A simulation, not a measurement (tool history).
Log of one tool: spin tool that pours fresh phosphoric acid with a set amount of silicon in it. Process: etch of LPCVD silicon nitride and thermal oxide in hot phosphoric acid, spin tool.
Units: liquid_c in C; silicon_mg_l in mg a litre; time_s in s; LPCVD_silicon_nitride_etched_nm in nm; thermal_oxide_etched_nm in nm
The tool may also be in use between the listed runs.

run    day  liquid_c  silicon_mg_l  time_s  LPCVD_silicon_nitride_etched_nm  thermal_oxide_etched_nm
  1      0       163            10     180                           17.757                  0.44232
  2   0.05       163            10     245                           23.561                  0.60634
  3  0.154       162          11.5     220                           20.804                  0.47034
  4  0.383     161.5            11     200                           18.318                  0.43255
  5  0.462       163            11     200                           19.709                  0.46032
  6  0.517     161.5            11     200                           18.643                  0.40696
  7  0.592       161          10.5     190                           17.282                  0.45928
  8  0.708     160.5          12.5     185                           16.473                  0.38957

Run 9 comes next. What will it give?
  9  0.817       160          14.5     185                                ?                        ?

Run 9 gave LPCVD_silicon_nitride_etched_nm 16.492 nm, thermal_oxide_etched_nm 0.35506 nm.
